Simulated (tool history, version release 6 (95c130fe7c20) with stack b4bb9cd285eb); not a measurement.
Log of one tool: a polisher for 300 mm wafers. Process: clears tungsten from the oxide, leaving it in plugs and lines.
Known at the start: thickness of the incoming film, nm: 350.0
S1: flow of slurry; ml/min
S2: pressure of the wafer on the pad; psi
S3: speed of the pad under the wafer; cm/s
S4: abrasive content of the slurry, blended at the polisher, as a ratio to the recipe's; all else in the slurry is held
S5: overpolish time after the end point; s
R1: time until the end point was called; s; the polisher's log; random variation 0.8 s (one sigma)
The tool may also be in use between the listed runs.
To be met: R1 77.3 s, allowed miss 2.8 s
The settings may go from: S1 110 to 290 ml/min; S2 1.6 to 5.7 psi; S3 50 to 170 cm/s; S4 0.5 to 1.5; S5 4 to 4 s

run,hour,S1,S2,S3,S4,S5,R1
1,0,185,3.6,110,1,4,62.741
2,2.3,185,3.5,110,1,4,63.673
3,3.2,185,3.5,130,1,4,54.674
4,5.8,185,3.3,130,1,4,56.978
5,11.3,185,3.3,130,0.85,4,58.945
6,18.8,185,3.2,130,0.85,4,60.148
7,24.6,185,3.1,130,0.85,4,64.333
8,31.3,185,3,130,0.85,4,64.725
9,35,185,2.9,130,0.85,4,64.895
10,40.4,185,2.8,130,0.85,4,67.609
11,48.3,185,2.7,130,0.85,4,69.13
12,53.7,185,2.6,130,0.85,4,70.462

4 next moves are on the table. One of them brings every result within its allowed miss. Which?
A,59.1,160,2.9,104,0.85,4,?
B,59.1,175,2,128,0.95,4,?
C,59.1,150,3.4,98,0.85,4,?
D,59.1,190,2.9,112,0.6,4,?

move,R1
A,82.263
B,85.147
C,77.505
D,82.257
A: takes the result that was furthest off past its target
B: takes the result that was furthest off past its target
C: meets every target
D: takes the result that was furthest off past its target
Move C is the one to make.

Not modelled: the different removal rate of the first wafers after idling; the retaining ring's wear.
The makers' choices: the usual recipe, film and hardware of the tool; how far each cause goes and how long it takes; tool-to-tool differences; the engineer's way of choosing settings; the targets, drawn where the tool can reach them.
